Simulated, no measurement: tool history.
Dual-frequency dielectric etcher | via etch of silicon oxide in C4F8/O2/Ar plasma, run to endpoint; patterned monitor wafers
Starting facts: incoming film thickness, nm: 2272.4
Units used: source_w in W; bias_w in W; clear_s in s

run	day	source_w	bias_w	clear_s
1	0	1870	2842	405.94
2	0.183	1680	2737	425.52
3	0.262	1460	2737	438.82
4	0.508	1800	2737	419.47
5	0.638	1990	2737	404.62
6	0.929	1990	2357	422.65
7	1.071	1830	2252	438.1

Run 8, settings as shown, results not yet in. Your forecast:
8	1.179	1450	1964	?

Run 8 gave clear_s 494.62 s.

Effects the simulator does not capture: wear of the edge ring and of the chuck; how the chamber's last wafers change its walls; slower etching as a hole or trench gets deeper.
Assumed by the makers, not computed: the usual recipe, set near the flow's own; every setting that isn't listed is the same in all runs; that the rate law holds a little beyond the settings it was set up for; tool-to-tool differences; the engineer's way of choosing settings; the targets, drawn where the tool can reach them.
